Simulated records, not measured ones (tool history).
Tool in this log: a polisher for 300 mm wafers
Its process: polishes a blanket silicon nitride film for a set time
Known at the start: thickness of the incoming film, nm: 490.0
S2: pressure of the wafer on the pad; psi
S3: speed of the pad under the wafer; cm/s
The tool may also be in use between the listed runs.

{"run": 1, "day": 0.0, "flow of slurry (ml/min)": 205, "S2": 3, "S3": 110, "polishing time (s)": 103, "film removed (nm)": 151.68}
{"run": 2, "day": 0.175, "flow of slurry (ml/min)": 205, "S2": 3, "S3": 110, "polishing time (s)": 103, "film removed (nm)": 150.36}
{"run": 3, "day": 0.321, "flow of slurry (ml/min)": 205, "S2": 3, "S3": 120, "polishing time (s)": 103, "film removed (nm)": 163.45}
{"run": 4, "day": 0.517, "flow of slurry (ml/min)": 205, "S2": 3, "S3": 142, "polishing time (s)": 103, "film removed (nm)": 186.85}
{"run": 5, "day": 0.621, "flow of slurry (ml/min)": 205, "S2": 3, "S3": 114, "polishing time (s)": 103, "film removed (nm)": 156.33}
{"run": 6, "day": 0.792, "flow of slurry (ml/min)": 205, "S2": 3, "S3": 114, "polishing time (s)": 108, "film removed (nm)": 161.42}
{"run": 7, "day": 0.833, "flow of slurry (ml/min)": 210, "S2": 3.2, "S3": 114, "polishing time (s)": 108, "film removed (nm)": 176.33}

Forecast run 8:
{"run": 8, "day": 0.958, "flow of slurry (ml/min)": 215, "S2": 3.3, "S3": 114, "polishing time (s)": 108, "film removed (nm)": "?"}

For run 8 the tool returned film removed (nm) 180.2.
